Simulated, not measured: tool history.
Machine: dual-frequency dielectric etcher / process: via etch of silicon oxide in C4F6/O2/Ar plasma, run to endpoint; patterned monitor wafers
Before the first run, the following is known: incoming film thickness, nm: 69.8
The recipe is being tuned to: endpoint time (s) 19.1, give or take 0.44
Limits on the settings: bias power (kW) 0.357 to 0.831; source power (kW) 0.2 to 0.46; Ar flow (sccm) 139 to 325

{"run": 1, "hour": 0.0, "bias power (kW)": 0.594, "source power (kW)": 0.33, "Ar flow (sccm)": 232, "endpoint time (s)": 16.602}
{"run": 2, "hour": 8.9, "bias power (kW)": 0.594, "source power (kW)": 0.33, "Ar flow (sccm)": 248, "endpoint time (s)": 16.856}
{"run": 3, "hour": 13.6, "bias power (kW)": 0.594, "source power (kW)": 0.33, "Ar flow (sccm)": 207, "endpoint time (s)": 16.671}
{"run": 4, "hour": 14.1, "bias power (kW)": 0.594, "source power (kW)": 0.33, "Ar flow (sccm)": 242, "endpoint time (s)": 16.801}
{"run": 5, "hour": 17.5, "bias power (kW)": 0.563, "source power (kW)": 0.33, "Ar flow (sccm)": 243, "endpoint time (s)": 17.127}
{"run": 6, "hour": 20.5, "bias power (kW)": 0.537, "source power (kW)": 0.33, "Ar flow (sccm)": 244, "endpoint time (s)": 17.287}
{"run": 7, "hour": 22.1, "bias power (kW)": 0.537, "source power (kW)": 0.33, "Ar flow (sccm)": 244, "endpoint time (s)": 17.13}
{"run": 8, "hour": 30.1, "bias power (kW)": 0.516, "source power (kW)": 0.32, "Ar flow (sccm)": 246, "endpoint time (s)": 17.726}
{"run": 9, "hour": 38.0, "bias power (kW)": 0.497, "source power (kW)": 0.32, "Ar flow (sccm)": 246, "endpoint time (s)": 17.788}
{"run": 10, "hour": 46.6, "bias power (kW)": 0.479, "source power (kW)": 0.32, "Ar flow (sccm)": 247, "endpoint time (s)": 18.248}
{"run": 11, "hour": 50.7, "bias power (kW)": 0.468, "source power (kW)": 0.32, "Ar flow (sccm)": 247, "endpoint time (s)": 18.325}
{"run": 12, "hour": 59.2, "bias power (kW)": 0.458, "source power (kW)": 0.32, "Ar flow (sccm)": 247, "endpoint time (s)": 18.433}
{"run": 13, "hour": 65.7, "bias power (kW)": 0.449, "source power (kW)": 0.32, "Ar flow (sccm)": 247, "endpoint time (s)": 18.438}

Below are 5 possible settings for the next run. Only one of them brings all results inside the allowed miss of their targets. Which is it?
{"run": "A", "hour": 72.2, "bias power (kW)": 0.516, "source power (kW)": 0.3, "Ar flow (sccm)": 228, "endpoint time (s)": "?"}
{"run": "B", "hour": 72.2, "bias power (kW)": 0.387, "source power (kW)": 0.33, "Ar flow (sccm)": 244, "endpoint time (s)": "?"}
{"run": "C", "hour": 72.2, "bias power (kW)": 0.491, "source power (kW)": 0.33, "Ar flow (sccm)": 245, "endpoint time (s)": "?"}
{"run": "D", "hour": 72.2, "bias power (kW)": 0.537, "source power (kW)": 0.34, "Ar flow (sccm)": 278, "endpoint time (s)": "?"}
{"run": "E", "hour": 72.2, "bias power (kW)": 0.494, "source power (kW)": 0.41, "Ar flow (sccm)": 251, "endpoint time (s)": "?"}

move=A endpoint_time_(s)=17.893
move=B endpoint_time_(s)=18.949
move=C endpoint_time_(s)=17.765
move=D endpoint_time_(s)=17.371
move=E endpoint_time_(s)=16.625
A: moves away from the targets compared with the last run
B: meets every target
C: moves away from the targets compared with the last run
D: moves away from the targets compared with the last run
E: moves away from the targets compared with the last run
The move that meets every target is B.

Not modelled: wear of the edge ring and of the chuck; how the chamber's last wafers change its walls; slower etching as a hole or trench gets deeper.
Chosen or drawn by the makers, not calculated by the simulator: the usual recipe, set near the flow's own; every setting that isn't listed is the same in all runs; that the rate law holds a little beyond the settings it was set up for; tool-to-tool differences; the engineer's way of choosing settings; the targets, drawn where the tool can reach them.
